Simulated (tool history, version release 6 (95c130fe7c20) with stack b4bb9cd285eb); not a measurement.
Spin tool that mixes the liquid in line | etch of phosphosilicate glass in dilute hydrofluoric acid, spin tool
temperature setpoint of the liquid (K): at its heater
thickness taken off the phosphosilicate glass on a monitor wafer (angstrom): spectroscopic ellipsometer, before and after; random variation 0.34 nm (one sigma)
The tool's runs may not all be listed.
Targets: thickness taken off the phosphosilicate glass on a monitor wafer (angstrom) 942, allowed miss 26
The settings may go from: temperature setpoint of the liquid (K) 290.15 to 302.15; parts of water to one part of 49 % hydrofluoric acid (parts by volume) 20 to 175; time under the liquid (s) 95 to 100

run,hour,temperature setpoint of the liquid (K),parts of water to one part of 49 % hydrofluoric acid (parts by volume),time under the liquid (s),thickness taken off the phosphosilicate glass on a monitor wafer (angstrom)
1,0,294.15,95,95,584.11
2,0.8,296.65,90,95,686.62
3,5.7,296.65,110,95,549.22
4,12,296.65,135,95,433.39
5,13.8,296.65,135,95,433.3
6,21.7,298.15,135,95,461.44
7,22.9,299.15,120,95,546.4
8,28.5,300.15,105,95,665.8
9,34,300.65,95,95,754.16
10,36.5,301.15,90,95,817.79
11,41.1,301.15,90,95,822.4
12,41.6,302.15,80,95,975.13

4 next moves are on the table. One of them brings every result within its allowed miss. Which?
A,42.1,301.65,80,95,?
B,42.1,301.65,75,95,?
C,42.1,297.15,65,100,?
D,42.1,302.15,80,100,?

move,thickness taken off the phosphosilicate glass on a monitor wafer (angstrom)
A,945.82
B,1016
C,1046
D,1015
A: meets every target
B: further off than the last run
C: further off than the last run
D: further off than the last run
Move A is the one to make.
